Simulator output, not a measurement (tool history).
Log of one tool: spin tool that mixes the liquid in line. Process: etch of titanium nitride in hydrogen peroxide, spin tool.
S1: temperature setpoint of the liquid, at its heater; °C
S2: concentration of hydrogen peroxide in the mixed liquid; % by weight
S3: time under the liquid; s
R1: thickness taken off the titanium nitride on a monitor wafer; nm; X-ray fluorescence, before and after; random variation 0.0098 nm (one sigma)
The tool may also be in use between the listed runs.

run	hour	S1	S2	S3	R1
1	0	47	25	60	4.0731
2	7.6	47	21.5	60	4.0014
3	15	43.5	21.5	60	3.097
4	22.4	41	21.5	60	2.5389
5	31	39.5	21.5	60	2.2635
6	33.3	39.5	21.5	60	2.2689
7	37.7	38.5	21.5	60	2.0881
8	41.9	37.5	21.5	60	1.9257
9	44.2	37	21.5	60	1.8644

Forecast run 10:
10	48.9	35.5	21.5	60	?

Run 10 gave R1 1.6621 nm.

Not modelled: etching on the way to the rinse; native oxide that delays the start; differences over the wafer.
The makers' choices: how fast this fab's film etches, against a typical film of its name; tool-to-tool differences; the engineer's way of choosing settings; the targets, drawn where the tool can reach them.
